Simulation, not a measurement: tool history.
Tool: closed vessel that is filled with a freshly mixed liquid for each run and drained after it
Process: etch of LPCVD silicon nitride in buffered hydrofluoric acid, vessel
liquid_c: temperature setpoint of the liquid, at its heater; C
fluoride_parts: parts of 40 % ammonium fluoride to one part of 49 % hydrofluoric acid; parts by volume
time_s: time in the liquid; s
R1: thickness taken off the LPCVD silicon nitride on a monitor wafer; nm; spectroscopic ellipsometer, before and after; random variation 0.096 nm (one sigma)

{"run": 1, "hour": 0.0, "liquid_c": 22, "fluoride_parts": 8.5, "time_s": 775, "R1": 12.42}
{"run": 2, "hour": 4.8, "liquid_c": 24, "fluoride_parts": 8.5, "time_s": 775, "R1": 13.825}
{"run": 3, "hour": 7.9, "liquid_c": 24, "fluoride_parts": 9.5, "time_s": 775, "R1": 12.57}
{"run": 4, "hour": 15.2, "liquid_c": 21, "fluoride_parts": 9.5, "time_s": 775, "R1": 10.668}
{"run": 5, "hour": 22.6, "liquid_c": 21, "fluoride_parts": 9.5, "time_s": 775, "R1": 10.834}
{"run": 6, "hour": 24.7, "liquid_c": 17.5, "fluoride_parts": 9.5, "time_s": 775, "R1": 8.7249}
{"run": 7, "hour": 32.5, "liquid_c": 18.5, "fluoride_parts": 9.5, "time_s": 775, "R1": 9.405}
{"run": 8, "hour": 34.2, "liquid_c": 19.5, "fluoride_parts": 9.5, "time_s": 775, "R1": 9.81}
{"run": 9, "hour": 37.3, "liquid_c": 20.5, "fluoride_parts": 9.5, "time_s": 775, "R1": 10.491}

The next listed run, before its measurement:
{"run": 10, "hour": 45.5, "liquid_c": 21, "fluoride_parts": 9.5, "time_s": 775, "R1": "?"}

R1: 10.705 nm
